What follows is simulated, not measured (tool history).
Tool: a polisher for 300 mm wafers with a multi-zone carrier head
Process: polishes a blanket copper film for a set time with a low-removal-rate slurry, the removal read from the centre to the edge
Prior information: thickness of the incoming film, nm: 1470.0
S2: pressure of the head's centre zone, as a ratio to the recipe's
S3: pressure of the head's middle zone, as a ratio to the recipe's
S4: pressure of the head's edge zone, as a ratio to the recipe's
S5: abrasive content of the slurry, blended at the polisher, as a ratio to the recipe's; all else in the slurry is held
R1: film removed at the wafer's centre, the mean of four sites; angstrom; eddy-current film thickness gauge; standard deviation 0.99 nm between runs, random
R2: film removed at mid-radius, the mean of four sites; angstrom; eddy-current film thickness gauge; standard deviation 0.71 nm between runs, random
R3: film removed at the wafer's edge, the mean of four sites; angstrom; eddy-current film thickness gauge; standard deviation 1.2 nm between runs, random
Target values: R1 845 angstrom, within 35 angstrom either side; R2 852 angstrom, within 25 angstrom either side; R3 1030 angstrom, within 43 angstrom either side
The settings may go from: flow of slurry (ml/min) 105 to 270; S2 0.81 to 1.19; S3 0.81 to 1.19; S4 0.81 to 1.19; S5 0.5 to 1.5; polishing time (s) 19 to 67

Run 1, day 0: flow of slurry (ml/min) 175, S2 1, S3 1, S4 1, S5 1, polishing time (s) 43. Result: R1 1440 angstrom, R2 1405.3 angstrom, R3 1482.5 angstrom.
Run 2, day 0.262: flow of slurry (ml/min) 175, S2 1, S3 1, S4 1, S5 1, polishing time (s) 47. Result: R1 1572.7 angstrom, R2 1561.9 angstrom, R3 1648.3 angstrom.
Run 3, day 0.367: flow of slurry (ml/min) 165, S2 0.96, S3 0.96, S4 0.99, S5 0.9, polishing time (s) 44. Result: R1 1367.6 angstrom, R2 1369.7 angstrom, R3 1498.8 angstrom.
Run 4, day 0.446: flow of slurry (ml/min) 160, S2 0.94, S3 0.93, S4 0.98, S5 0.8, polishing time (s) 41. Result: R1 1231.1 angstrom, R2 1218.8 angstrom, R3 1336.5 angstrom.
Run 5, day 0.662: flow of slurry (ml/min) 125, S2 0.94, S3 0.93, S4 0.98, S5 0.8, polishing time (s) 41. Result: R1 1148.8 angstrom, R2 1171 angstrom, R3 1275.3 angstrom.
Run 6, day 0.954: flow of slurry (ml/min) 125, S2 0.94, S3 0.93, S4 0.98, S5 0.7, polishing time (s) 41. Result: R1 1117.3 angstrom, R2 1137.8 angstrom, R3 1248.7 angstrom.
Run 7, day 1.229: flow of slurry (ml/min) 120, S2 0.92, S3 0.91, S4 0.99, S5 0.65, polishing time (s) 39. Result: R1 1042.3 angstrom, R2 1045.5 angstrom, R3 1222.4 angstrom.
Run 8, day 1.521: flow of slurry (ml/min) 120, S2 0.85, S3 0.86, S4 0.89, S5 0.5, polishing time (s) 32. Result: R1 766.56 angstrom, R2 792.99 angstrom, R3 876.56 angstrom.
At day 1.854: edge zone pressure recalibrated.
Run 9, day 1.854: flow of slurry (ml/min) 130, S2 0.85, S3 0.86, S4 0.92, S5 0.5, polishing time (s) 32. Result: R1 783.8 angstrom, R2 798.21 angstrom, R3 879.23 angstrom.
Run 10, day 2.158: flow of slurry (ml/min) 125, S2 0.86, S3 0.87, S4 0.96, S5 0.55, polishing time (s) 32. Result: R1 763.88 angstrom, R2 813.53 angstrom, R3 909.69 angstrom.
Run 11, day 2.288: flow of slurry (ml/min) 130, S2 0.87, S3 0.86, S4 0.99, S5 0.6, polishing time (s) 32. Result: R1 814.72 angstrom, R2 821.34 angstrom, R3 925.76 angstrom.
Run 12, day 2.588: flow of slurry (ml/min) 115, S2 0.81, S3 0.84, S4 1.09, S5 0.65, polishing time (s) 34. Result: R1 774.89 angstrom, R2 864.48 angstrom, R3 1025.2 angstrom.
Run 13, day 2.662: flow of slurry (ml/min) 120, S2 0.82, S3 0.83, S4 1.09, S5 0.65, polishing time (s) 34. Result: R1 797.05 angstrom, R2 855.48 angstrom, R3 1011.6 angstrom.
Run 14, day 2.733: flow of slurry (ml/min) 130, S2 0.86, S3 0.81, S4 1.12, S5 0.7, polishing time (s) 34. Result: R1 875.96 angstrom, R2 856.66 angstrom, R3 1072.1 angstrom.
Run 15, day 2.946: flow of slurry (ml/min) 130, S2 0.86, S3 0.81, S4 1.12, S5 0.7, polishing time (s) 34. Result: R1 854.9 angstrom, R2 875.48 angstrom, R3 1097 angstrom.

Which one of the following 5 next-run settings gets every result inside its allowed miss? There is exactly one.
Run A, day 3.158: flow of slurry (ml/min) 105, S2 0.81, S3 0.82, S4 1.19, S5 0.65, polishing time (s) 38. Result: R1 ?, R2 ?, R3 ?.
Run B, day 3.158: flow of slurry (ml/min) 135, S2 0.87, S3 0.84, S4 1.12, S5 0.6, polishing time (s) 33. Result: R1 ?, R2 ?, R3 ?.
Run C, day 3.158: flow of slurry (ml/min) 145, S2 0.87, S3 0.92, S4 1.05, S5 0.6, polishing time (s) 33. Result: R1 ?, R2 ?, R3 ?.
Run D, day 3.158: flow of slurry (ml/min) 135, S2 0.83, S3 0.85, S4 1.04, S5 0.8, polishing time (s) 34. Result: R1 ?, R2 ?, R3 ?.
Run E, day 3.158: flow of slurry (ml/min) 125, S2 0.94, S3 0.83, S4 1.02, S5 0.7, polishing time (s) 33. Result: R1 ?, R2 ?, R3 ?.

move      R1      R2      R3
   A  847.71  921.22  1189.9
   B  823.48  840.85  1020.8
   C  835.24  907.11  995.91
   D  852.03  920.05  1066.9
   E  900.74  845.09  991.48
A: moves away from the targets compared with the last run
B: meets every target
C: brings the result that was furthest off to its target, and leaves another outside
D: brings the result that was furthest off to its target, and leaves another outside
E: brings the result that was furthest off to its target, and leaves another outside
B is the move that brings every result within its allowed miss.

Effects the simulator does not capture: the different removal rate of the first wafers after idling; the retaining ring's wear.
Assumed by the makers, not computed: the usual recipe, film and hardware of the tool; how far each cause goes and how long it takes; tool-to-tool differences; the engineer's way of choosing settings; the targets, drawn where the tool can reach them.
